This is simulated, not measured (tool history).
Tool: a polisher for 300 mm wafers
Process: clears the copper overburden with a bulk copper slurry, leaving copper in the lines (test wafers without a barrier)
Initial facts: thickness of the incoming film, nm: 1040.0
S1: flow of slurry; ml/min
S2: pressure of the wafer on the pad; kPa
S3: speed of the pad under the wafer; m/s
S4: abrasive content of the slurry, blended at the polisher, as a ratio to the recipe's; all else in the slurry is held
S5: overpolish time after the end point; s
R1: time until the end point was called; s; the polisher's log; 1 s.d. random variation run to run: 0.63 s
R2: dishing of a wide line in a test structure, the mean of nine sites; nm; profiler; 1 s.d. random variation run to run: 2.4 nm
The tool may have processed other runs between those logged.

run 1 hour=0 | S1=295 S2=22.8 S3=1.32 S4=1 S5=21 | R1=61.94 R2=122.34
run 2 hour=4.5 | S1=295 S2=22.8 S3=1.1 S4=1 S5=21 | R1=75.419 R2=111.36
run 3 hour=11 | S1=295 S2=19.3 S3=1.1 S4=1 S5=21 | R1=85.897 R2=103.29
run 4 hour=19.9 | S1=340 S2=19.3 S3=1.1 S4=1 S5=21 | R1=87.594 R2=101.59
run 5 hour=26.1 | S1=340 S2=24.1 S3=1.18 S4=1 S5=20 | R1=65.372 R2=121.55
run 6 hour=29.6 | S1=335 S2=27.6 S3=1.22 S4=1 S5=18 | R1=57.018 R2=127.73
run 7 hour=35.3 | S1=335 S2=29.6 S3=1.3 S4=1 S5=17 | R1=48.274 R2=132.53
run 8 hour=40 | S1=335 S2=31.7 S3=1.34 S4=1 S5=18 | R1=45.384 R2=139.1
run 9 hour=48.3 | S1=335 S2=31.7 S3=1.34 S4=1 S5=18 | R1=44.748 R2=140.68
run 10 hour=52.2 | S1=335 S2=33.1 S3=1.38 S4=1 S5=18 | R1=41.78 R2=148.84

Run 11 has not been measured yet. What should we expect?
run 11 hour=58 | S1=335 S2=33.8 S3=1.42 S4=1 S5=18 | R1=? R2=?

R1: 39.217 s
R2: 142.79 nm
